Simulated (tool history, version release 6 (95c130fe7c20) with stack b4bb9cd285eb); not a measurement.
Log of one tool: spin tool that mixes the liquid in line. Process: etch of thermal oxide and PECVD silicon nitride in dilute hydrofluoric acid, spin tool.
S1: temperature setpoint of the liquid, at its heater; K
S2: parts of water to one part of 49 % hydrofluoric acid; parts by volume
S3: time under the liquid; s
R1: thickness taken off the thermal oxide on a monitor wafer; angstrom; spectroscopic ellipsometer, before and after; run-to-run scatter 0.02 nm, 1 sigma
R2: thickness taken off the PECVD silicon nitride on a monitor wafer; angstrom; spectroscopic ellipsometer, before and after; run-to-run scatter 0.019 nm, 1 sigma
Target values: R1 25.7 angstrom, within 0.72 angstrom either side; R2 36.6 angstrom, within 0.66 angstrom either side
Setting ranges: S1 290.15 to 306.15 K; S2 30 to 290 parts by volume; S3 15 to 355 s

{"run": 1, "hour": 0.0, "S1": 298.15, "S2": 160, "S3": 180, "R1": 52.715, "R2": 72.543}
{"run": 2, "hour": 4.1, "S1": 298.15, "S2": 160, "S3": 150, "R1": 43.376, "R2": 60.056}
{"run": 3, "hour": 11.7, "S1": 297.65, "S2": 175, "S3": 155, "R1": 40.06, "R2": 55.321}
{"run": 4, "hour": 18.0, "S1": 297.15, "S2": 190, "S3": 160, "R1": 36.291, "R2": 51.261}
{"run": 5, "hour": 21.8, "S1": 297.15, "S2": 220, "S3": 160, "R1": 30.713, "R2": 44.092}
{"run": 6, "hour": 22.8, "S1": 296.65, "S2": 225, "S3": 160, "R1": 29.325, "R2": 41.757}
{"run": 7, "hour": 28.6, "S1": 296.65, "S2": 230, "S3": 160, "R1": 28.285, "R2": 41.029}
{"run": 8, "hour": 36.8, "S1": 296.15, "S2": 230, "S3": 160, "R1": 28.084, "R2": 39.934}
{"run": 9, "hour": 44.9, "S1": 296.15, "S2": 235, "S3": 160, "R1": 27.031, "R2": 38.544}

Of the 4 settings listed for the next run, only one would bring every result within its allowed miss of target. Which one?
{"run": "A", "hour": 53.0, "S1": 291.65, "S2": 215, "S3": 180, "R1": "?", "R2": "?"}
{"run": "B", "hour": 53.0, "S1": 298.15, "S2": 235, "S3": 150, "R1": "?", "R2": "?"}
{"run": "C", "hour": 53.0, "S1": 296.15, "S2": 235, "S3": 150, "R1": "?", "R2": "?"}
{"run": "D", "hour": 53.0, "S1": 298.65, "S2": 255, "S3": 150, "R1": "?", "R2": "?"}

move=A R1=29.003 R2=35.765
move=B R1=27.627 R2=41.415
move=C R1=25.7 R2=36.554
move=D R1=25.374 R2=39.366
A: the result that was furthest off in the last run now lies on the other side of its target
B: misses by more than the last run did
C: meets every target
D: misses by more than the last run did
C meets every target.
